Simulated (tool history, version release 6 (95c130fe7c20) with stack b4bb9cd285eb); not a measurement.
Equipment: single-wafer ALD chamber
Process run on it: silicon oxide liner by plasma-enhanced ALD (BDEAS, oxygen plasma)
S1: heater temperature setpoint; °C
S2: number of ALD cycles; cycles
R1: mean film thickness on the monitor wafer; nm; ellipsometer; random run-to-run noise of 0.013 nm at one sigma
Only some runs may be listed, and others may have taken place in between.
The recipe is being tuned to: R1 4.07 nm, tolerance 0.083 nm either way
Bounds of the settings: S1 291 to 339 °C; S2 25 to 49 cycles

run 1 hour=0 | S1=315 S2=37 | R1=3.2983
run 2 hour=1.3 | S1=305 S2=37 | R1=3.3527
run 3 hour=5.9 | S1=311 S2=37 | R1=3.312
run 4 hour=7.7 | S1=317 S2=37 | R1=3.2749
run 5 hour=11.5 | S1=316 S2=38 | R1=3.3648
run 6 hour=15.6 | S1=326 S2=38 | R1=3.3233
run 7 hour=19.2 | S1=326 S2=39 | R1=3.4303
run 8 hour=26.7 | S1=326 S2=40 | R1=3.4816
run 9 hour=35.5 | S1=326 S2=41 | R1=3.6046
run 10 hour=44.3 | S1=326 S2=42 | R1=3.6609

Which single option among these 5 for the next run brings every result within its allowed miss of target? Just one does.
run A hour=53.1 | S1=324 S2=38 | R1=?
run B hour=53.1 | S1=318 S2=39 | R1=?
run C hour=53.1 | S1=319 S2=46 | R1=?
run D hour=53.1 | S1=316 S2=37 | R1=?
run E hour=53.1 | S1=325 S2=40 | R1=?

move=A R1=3.3249
move=B R1=3.445
move=C R1=4.057
move=D R1=3.2787
move=E R1=3.4943
A: the biggest miss grows against the last run
B: the biggest miss grows against the last run
C: hits every target within its allowed miss
D: the biggest miss grows against the last run
E: the biggest miss grows against the last run
Correct choice: C, which meets every target
